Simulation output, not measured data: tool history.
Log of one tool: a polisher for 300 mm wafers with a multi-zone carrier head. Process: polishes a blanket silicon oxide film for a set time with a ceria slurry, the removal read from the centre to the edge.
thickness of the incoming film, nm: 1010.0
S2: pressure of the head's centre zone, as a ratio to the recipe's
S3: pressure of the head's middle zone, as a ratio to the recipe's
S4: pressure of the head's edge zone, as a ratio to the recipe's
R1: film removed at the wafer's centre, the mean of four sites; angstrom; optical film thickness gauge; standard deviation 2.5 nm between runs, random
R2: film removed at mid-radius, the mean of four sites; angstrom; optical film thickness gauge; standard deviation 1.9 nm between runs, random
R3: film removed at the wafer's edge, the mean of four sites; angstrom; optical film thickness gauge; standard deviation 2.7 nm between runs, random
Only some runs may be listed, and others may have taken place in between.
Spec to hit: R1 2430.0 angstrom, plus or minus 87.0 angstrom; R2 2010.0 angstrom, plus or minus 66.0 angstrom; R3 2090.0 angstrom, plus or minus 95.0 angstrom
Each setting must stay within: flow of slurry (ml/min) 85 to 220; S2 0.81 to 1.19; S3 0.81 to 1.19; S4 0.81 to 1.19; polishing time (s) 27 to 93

run 1 hour=0.0 | flow_of_slurry_(ml/min)=140 S2=1.00 S3=1.00 S4=1.00 polishing_time_(s)=59 | R1=1483.0 R2=1497.1 R3=1445.6
run 2 hour=4.3 | flow_of_slurry_(ml/min)=150 S2=1.03 S3=1.00 S4=1.03 polishing_time_(s)=62 | R1=1669.8 R2=1582.1 R3=1576.2
run 3 hour=5.3 | flow_of_slurry_(ml/min)=160 S2=1.05 S3=1.01 S4=1.06 polishing_time_(s)=64 | R1=1767.4 R2=1673.9 R3=1669.8
run 4 hour=8.2 | flow_of_slurry_(ml/min)=160 S2=1.05 S3=1.01 S4=1.00 polishing_time_(s)=64 | R1=1761.3 R2=1685.3 R3=1593.3
run 5 hour=16.8 | flow_of_slurry_(ml/min)=160 S2=1.13 S3=1.01 S4=1.00 polishing_time_(s)=64 | R1=1915.5 R2=1662.0 R3=1594.8
run 6 hour=19.4 | flow_of_slurry_(ml/min)=160 S2=1.13 S3=1.01 S4=0.95 polishing_time_(s)=64 | R1=1903.7 R2=1682.0 R3=1556.9
run 7 hour=24.2 | flow_of_slurry_(ml/min)=160 S2=1.13 S3=1.01 S4=0.95 polishing_time_(s)=64 | R1=1902.0 R2=1687.1 R3=1561.8
run 8 hour=31.7 | flow_of_slurry_(ml/min)=165 S2=1.13 S3=1.01 S4=0.99 polishing_time_(s)=66 | R1=1965.8 R2=1760.0 R3=1724.7
run 9 hour=35.7 | flow_of_slurry_(ml/min)=170 S2=1.14 S3=1.00 S4=0.98 polishing_time_(s)=68 | R1=2064.0 R2=1769.3 R3=1754.2
run 10 hour=42.8 | flow_of_slurry_(ml/min)=175 S2=1.15 S3=1.01 S4=0.99 polishing_time_(s)=69 | R1=2146.2 R2=1846.7 R3=1774.0
run 11 hour=47.1 | flow_of_slurry_(ml/min)=180 S2=1.16 S3=1.01 S4=1.02 polishing_time_(s)=70 | R1=2182.5 R2=1879.7 R3=1803.0
run 12 hour=49.6 | flow_of_slurry_(ml/min)=180 S2=1.16 S3=1.00 S4=1.03 polishing_time_(s)=72 | R1=2263.8 R2=1885.7 R3=1870.6
run 13 hour=57.7 | flow_of_slurry_(ml/min)=180 S2=1.16 S3=1.00 S4=1.05 polishing_time_(s)=73 | R1=2293.1 R2=1952.1 R3=1897.9
run 14 hour=64.5 | flow_of_slurry_(ml/min)=185 S2=1.15 S3=0.99 S4=1.06 polishing_time_(s)=74 | R1=2324.5 R2=1983.5 R3=1936.7

Exactly one of the 4 candidate moves below puts every result within its allowed miss. Which one?
run A hour=71.3 | flow_of_slurry_(ml/min)=160 S2=1.07 S3=0.95 S4=1.13 polishing_time_(s)=79 | R1=? R2=? R3=?
run B hour=71.3 | flow_of_slurry_(ml/min)=205 S2=1.15 S3=0.97 S4=1.09 polishing_time_(s)=76 | R1=? R2=? R3=?
run C hour=71.3 | flow_of_slurry_(ml/min)=165 S2=0.99 S3=0.98 S4=1.06 polishing_time_(s)=80 | R1=? R2=? R3=?
run D hour=71.3 | flow_of_slurry_(ml/min)=180 S2=1.10 S3=1.02 S4=0.94 polishing_time_(s)=75 | R1=? R2=? R3=?

move=A R1=2253.2 R2=1988.1 R3=2132.9
move=B R1=2440.8 R2=2027.8 R3=2076.2
move=C R1=2125.0 R2=2079.6 R3=2099.3
move=D R1=2253.0 R2=2046.9 R3=1877.1
A: corrects the largest miss of the last run, while another result sits out of spec
B: meets every target
C: corrects the largest miss of the last run, while another result sits out of spec
D: misses by more than the last run did
Answer: B
